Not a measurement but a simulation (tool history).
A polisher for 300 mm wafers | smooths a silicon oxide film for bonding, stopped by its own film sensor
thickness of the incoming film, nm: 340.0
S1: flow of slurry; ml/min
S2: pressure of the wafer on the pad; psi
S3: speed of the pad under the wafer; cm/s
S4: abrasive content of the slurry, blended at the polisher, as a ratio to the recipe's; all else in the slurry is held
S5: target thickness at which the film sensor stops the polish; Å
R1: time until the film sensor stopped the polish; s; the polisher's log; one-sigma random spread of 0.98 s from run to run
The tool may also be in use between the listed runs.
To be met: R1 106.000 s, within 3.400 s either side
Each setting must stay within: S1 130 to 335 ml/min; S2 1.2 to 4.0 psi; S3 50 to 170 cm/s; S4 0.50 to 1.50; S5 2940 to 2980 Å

run    day   S1   S2   S3    S4    S5       R1
  1  0.000  215  2.6  110  1.00  2940   47.240
  2  0.179  215  2.6  110  1.20  2940   41.863
  3  0.471  215  2.6  128  1.20  2940   37.647
  4  0.567  215  2.6  128  1.20  2940   37.976
  5  0.667  245  2.6  128  1.20  2940   37.023
  6  0.912  245  2.6  144  1.20  2940   34.240
  7  1.288  245  2.3  126  1.15  2940   43.924
  8  1.604  245  2.1  112  1.15  2940   51.271
  9  1.633  245  1.9  100  1.15  2940   60.674
 10  1.829  245  1.8   92  1.15  2940   69.261
 11  2.088  230  1.2   72  1.15  2940  117.810
 12  2.196  240  1.2   72  1.15  2940  116.440
 13  2.542  240  1.2   72  1.15  2940  115.920
 14  2.783  240  1.2   72  1.15  2940  118.910
 15  3.129  250  1.2   72  1.15  2940  117.170

Pick the move, out of 4, that brings all results within their allowed miss; only one does.
  A  3.475  310  1.2  50  1.45  2980   ?
  B  3.475  235  1.2  72  1.10  2940   ?
  C  3.475  230  1.5  60  1.05  2970   ?
  D  3.475  235  1.2  80  1.05  2940   ?

move       R1
   A  114.960
   B  120.590
   C  105.150
   D  116.270
A: closes in on the targets versus the last run, not all within tolerance yet
B: further off than the last run
C: all results in spec
D: closes in on the targets versus the last run, not all within tolerance yet
So the answer is move C, the one that meets all the targets.

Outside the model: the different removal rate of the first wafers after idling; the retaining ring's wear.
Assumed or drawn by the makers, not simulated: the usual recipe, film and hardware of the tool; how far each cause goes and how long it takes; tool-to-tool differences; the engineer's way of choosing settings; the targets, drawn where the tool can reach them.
